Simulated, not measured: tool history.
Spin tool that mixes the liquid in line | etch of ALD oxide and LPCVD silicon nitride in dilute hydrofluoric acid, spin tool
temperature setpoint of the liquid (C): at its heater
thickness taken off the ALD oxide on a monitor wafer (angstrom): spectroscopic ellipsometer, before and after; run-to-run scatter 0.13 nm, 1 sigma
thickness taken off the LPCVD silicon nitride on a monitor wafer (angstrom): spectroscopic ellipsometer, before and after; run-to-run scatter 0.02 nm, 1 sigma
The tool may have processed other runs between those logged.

run	hour	temperature setpoint of the liquid (C)	parts of water to one part of 49 % hydrofluoric acid (parts by volume)	time under the liquid (s)	thickness taken off the ALD oxide on a monitor wafer (angstrom)	thickness taken off the LPCVD silicon nitride on a monitor wafer (angstrom)
1	0	22	150	180	166.78	5.4253
2	7.2	20.5	150	180	157.96	4.7536
3	9.2	20.5	150	240	211.32	6.0566
4	11.5	20.5	115	240	285.4	9.2585
5	18	20.5	115	280	336.7	10.013
6	26	20.5	115	220	263.85	7.1281
7	27.1	19.5	135	220	212.42	6.1173
8	33.6	19	150	220	182.48	5.0763

Run 9 has not been measured yet. What should we expect?
9	39.2	19	160	220	?	?

thickness taken off the ALD oxide on a monitor wafer (angstrom): 171.79
thickness taken off the LPCVD silicon nitride on a monitor wafer (angstrom): 4.8668
